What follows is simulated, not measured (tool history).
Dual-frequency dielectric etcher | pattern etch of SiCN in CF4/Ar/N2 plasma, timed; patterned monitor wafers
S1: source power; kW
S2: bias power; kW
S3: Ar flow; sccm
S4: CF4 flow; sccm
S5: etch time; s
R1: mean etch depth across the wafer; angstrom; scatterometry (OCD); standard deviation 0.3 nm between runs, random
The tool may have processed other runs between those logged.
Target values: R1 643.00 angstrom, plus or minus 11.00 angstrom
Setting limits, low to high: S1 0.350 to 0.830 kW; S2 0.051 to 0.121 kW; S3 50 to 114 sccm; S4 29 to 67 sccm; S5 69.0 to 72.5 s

run 1 hour=0.0 | S1=0.590 S2=0.086 S3=82 S4=48 S5=69.0 | R1=748.24
run 2 hour=8.1 | S1=0.590 S2=0.086 S3=82 S4=48 S5=69.0 | R1=747.50
run 3 hour=14.4 | S1=0.680 S2=0.086 S3=82 S4=48 S5=69.0 | R1=865.84
run 4 hour=23.0 | S1=0.610 S2=0.086 S3=82 S4=48 S5=69.0 | R1=774.74
run 5 hour=28.2 | S1=0.610 S2=0.086 S3=91 S4=48 S5=69.0 | R1=760.74
run 6 hour=29.2 | S1=0.610 S2=0.073 S3=91 S4=48 S5=69.0 | R1=723.39
run 7 hour=36.0 | S1=0.590 S2=0.073 S3=91 S4=48 S5=69.0 | R1=696.88
run 8 hour=42.3 | S1=0.580 S2=0.073 S3=91 S4=48 S5=69.0 | R1=692.02
run 9 hour=47.6 | S1=0.570 S2=0.073 S3=91 S4=48 S5=69.0 | R1=678.12
-- hour=56.3 CF4 flow controller replaced
run 10 hour=56.3 | S1=0.560 S2=0.073 S3=91 S4=48 S5=69.0 | R1=665.40
run 11 hour=63.0 | S1=0.530 S2=0.073 S3=91 S4=48 S5=69.0 | R1=618.64

Of the 5 settings listed for the next run, only one would bring every result within its allowed miss of target. Which one?
run A hour=69.7 | S1=0.540 S2=0.078 S3=96 S4=47 S5=72.5 | R1=?
run B hour=69.7 | S1=0.530 S2=0.083 S3=100 S4=51 S5=72.5 | R1=?
run C hour=69.7 | S1=0.520 S2=0.073 S3=83 S4=44 S5=72.5 | R1=?
run D hour=69.7 | S1=0.570 S2=0.072 S3=92 S4=52 S5=69.5 | R1=?
run E hour=69.7 | S1=0.560 S2=0.069 S3=85 S4=44 S5=72.0 | R1=?

move=A R1=677.55
move=B R1=678.78
move=C R1=646.48
move=D R1=683.46
move=E R1=681.73
A: carries the result that was furthest off beyond its target, to the other side
B: carries the result that was furthest off beyond its target, to the other side
C: all results in spec
D: carries the result that was furthest off beyond its target, to the other side
E: carries the result that was furthest off beyond its target, to the other side
The move that meets every target is C.

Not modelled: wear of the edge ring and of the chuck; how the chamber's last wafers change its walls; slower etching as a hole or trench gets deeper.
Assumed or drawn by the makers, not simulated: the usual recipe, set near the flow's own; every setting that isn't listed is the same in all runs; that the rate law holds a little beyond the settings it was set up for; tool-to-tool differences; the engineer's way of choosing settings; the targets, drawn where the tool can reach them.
